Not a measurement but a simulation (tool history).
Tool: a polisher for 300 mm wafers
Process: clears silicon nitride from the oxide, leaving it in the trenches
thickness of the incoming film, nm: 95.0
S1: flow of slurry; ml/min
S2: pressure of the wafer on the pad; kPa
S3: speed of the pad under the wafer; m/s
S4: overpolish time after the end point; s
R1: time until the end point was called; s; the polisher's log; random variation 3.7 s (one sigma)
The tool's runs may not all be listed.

run    day   S1    S2    S3  S4      R1
  1      0  215  17.2  0.94  46  130.22
  2  0.104  215  16.5   0.9  46  138.37
  3  0.242  215  16.5   1.1  46   114.5
  4  0.404  165  16.5   1.1  46  120.86
  5  0.762  165  16.5  0.88  46  147.15
  6  0.862  165  16.5  0.98  46  133.22
  7  0.888  150  11.7  0.72  46  240.68
  8  0.967  150   7.6  0.66  46  360.28
  9  1.108  150   7.6  0.66  46  369.13

The next listed run, before its measurement:
 10  1.162  150  7.6  0.66  46   ?

Run 10 gave R1 361 s.

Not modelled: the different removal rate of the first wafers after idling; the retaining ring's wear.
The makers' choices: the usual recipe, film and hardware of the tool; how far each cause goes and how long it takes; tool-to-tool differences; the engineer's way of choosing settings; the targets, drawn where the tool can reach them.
